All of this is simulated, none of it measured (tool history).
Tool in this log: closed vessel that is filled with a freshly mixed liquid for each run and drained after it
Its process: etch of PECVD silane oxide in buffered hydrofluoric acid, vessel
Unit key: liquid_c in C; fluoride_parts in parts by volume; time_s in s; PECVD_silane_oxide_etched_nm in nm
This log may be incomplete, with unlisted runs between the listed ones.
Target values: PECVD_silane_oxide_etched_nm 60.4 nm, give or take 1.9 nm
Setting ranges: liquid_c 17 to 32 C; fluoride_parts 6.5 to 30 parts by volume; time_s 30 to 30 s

run 1 hour=0 | liquid_c=24 fluoride_parts=18.5 time_s=30 | PECVD_silane_oxide_etched_nm=37.301
run 2 hour=4.8 | liquid_c=25 fluoride_parts=18.5 time_s=30 | PECVD_silane_oxide_etched_nm=39.473
run 3 hour=9.4 | liquid_c=23.5 fluoride_parts=18.5 time_s=30 | PECVD_silane_oxide_etched_nm=36.088
run 4 hour=13.7 | liquid_c=24.5 fluoride_parts=18.5 time_s=30 | PECVD_silane_oxide_etched_nm=37.61
run 5 hour=21.4 | liquid_c=24.5 fluoride_parts=16 time_s=30 | PECVD_silane_oxide_etched_nm=44.165
run 6 hour=23 | liquid_c=24.5 fluoride_parts=14 time_s=30 | PECVD_silane_oxide_etched_nm=49.59
run 7 hour=30.4 | liquid_c=25 fluoride_parts=14 time_s=30 | PECVD_silane_oxide_etched_nm=51.108
run 8 hour=39.3 | liquid_c=25.5 fluoride_parts=14 time_s=30 | PECVD_silane_oxide_etched_nm=52.702
run 9 hour=42.4 | liquid_c=26 fluoride_parts=14 time_s=30 | PECVD_silane_oxide_etched_nm=54.009
run 10 hour=47.2 | liquid_c=26.5 fluoride_parts=14 time_s=30 | PECVD_silane_oxide_etched_nm=55.567

Which of these 4 next moves meets every target?
run A hour=52 | liquid_c=24.5 fluoride_parts=11.5 time_s=30 | PECVD_silane_oxide_etched_nm=?
run B hour=52 | liquid_c=26 fluoride_parts=14 time_s=30 | PECVD_silane_oxide_etched_nm=?
run C hour=52 | liquid_c=26.5 fluoride_parts=15.5 time_s=30 | PECVD_silane_oxide_etched_nm=?
run D hour=52 | liquid_c=29 fluoride_parts=16.5 time_s=30 | PECVD_silane_oxide_etched_nm=?

move=A PECVD_silane_oxide_etched_nm=60.943
move=B PECVD_silane_oxide_etched_nm=54.526
move=C PECVD_silane_oxide_etched_nm=50.689
move=D PECVD_silane_oxide_etched_nm=54.473
A: in spec on every target
B: the biggest miss grows against the last run
C: the biggest miss grows against the last run
D: the biggest miss grows against the last run
A is the move that brings every result within its allowed miss.

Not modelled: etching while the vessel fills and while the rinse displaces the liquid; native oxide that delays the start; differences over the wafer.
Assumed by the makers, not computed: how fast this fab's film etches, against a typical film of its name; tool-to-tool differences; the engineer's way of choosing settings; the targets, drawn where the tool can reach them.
